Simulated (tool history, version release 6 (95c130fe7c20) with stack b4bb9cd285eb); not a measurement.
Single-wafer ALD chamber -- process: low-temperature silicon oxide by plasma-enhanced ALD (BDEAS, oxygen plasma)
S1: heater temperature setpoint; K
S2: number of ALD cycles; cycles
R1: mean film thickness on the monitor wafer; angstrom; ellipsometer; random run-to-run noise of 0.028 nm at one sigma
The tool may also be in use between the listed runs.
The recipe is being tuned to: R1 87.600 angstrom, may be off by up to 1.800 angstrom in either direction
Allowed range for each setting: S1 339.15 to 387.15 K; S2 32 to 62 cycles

run,day,S1,S2,R1
1,0.000,363.15,47,73.253
2,0.333,367.15,47,71.880
3,0.412,363.15,48,74.670
4,0.679,372.15,48,71.602
5,0.842,366.15,48,74.116
6,1.212,362.15,49,76.767
7,1.471,359.15,50,78.813
8,1.529,357.15,51,80.867
9,1.708,355.15,52,83.853
10,1.825,354.15,52,84.276
11,1.979,353.15,52,84.094
12,2.258,352.15,52,84.325
13,2.592,351.15,52,84.985
14,2.912,350.15,52,85.465
15,3.183,349.15,52,85.200

Exactly one of the 4 candidate moves below puts every result within its allowed miss. Which one?
A,3.454,353.15,57,?
B,3.454,342.15,52,?
C,3.454,347.15,56,?
D,3.454,346.15,56,?

move,R1
A,92.170
B,87.619
C,92.629
D,92.975
A: moves the result that the last run missed by most past its target, out the other side
B: in spec on every target
C: moves the result that the last run missed by most past its target, out the other side
D: moves the result that the last run missed by most past its target, out the other side
B meets every target.
